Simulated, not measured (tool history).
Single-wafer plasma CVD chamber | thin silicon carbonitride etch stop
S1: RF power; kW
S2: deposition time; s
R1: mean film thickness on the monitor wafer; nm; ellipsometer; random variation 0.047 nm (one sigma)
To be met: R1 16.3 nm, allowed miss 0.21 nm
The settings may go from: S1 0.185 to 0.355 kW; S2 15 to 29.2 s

Run 1, hour 0: S1 0.27 kW, S2 22.1 s. Result: R1 13.426 nm.
Run 2, hour 1.3: S1 0.28 kW, S2 22.5 s. Result: R1 13.835 nm.
Run 3, hour 4.2: S1 0.3 kW, S2 22.5 s. Result: R1 14.144 nm.
Run 4, hour 12.7: S1 0.32 kW, S2 22.5 s. Result: R1 14.425 nm.
Run 5, hour 14.1: S1 0.32 kW, S2 20.8 s. Result: R1 13.377 nm.
Run 6, hour 20.1: S1 0.32 kW, S2 18.2 s. Result: R1 11.725 nm.
Run 7, hour 23.5: S1 0.355 kW, S2 21.7 s. Result: R1 14.323 nm.
Run 8, hour 28.8: S1 0.355 kW, S2 22.2 s. Result: R1 14.626 nm.
Run 9, hour 36.1: S1 0.355 kW, S2 25.1 s. Result: R1 16.588 nm.

Which of these 5 next moves meets every target?
Run A, hour 43.4: S1 0.355 kW, S2 24 s. Result: R1 ?.
Run B, hour 43.4: S1 0.355 kW, S2 25.7 s. Result: R1 ?.
Run C, hour 43.4: S1 0.355 kW, S2 24.6 s. Result: R1 ?.
Run D, hour 43.4: S1 0.355 kW, S2 23.8 s. Result: R1 ?.
Run E, hour 43.4: S1 0.355 kW, S2 25.2 s. Result: R1 ?.

move      R1
   A  15.814
   B  16.934
   C  16.209
   D  15.682
   E  16.605
A: takes the result that was furthest off past its target
B: further off than the last run
C: meets every target
D: takes the result that was furthest off past its target
E: further off than the last run
The right move is C.
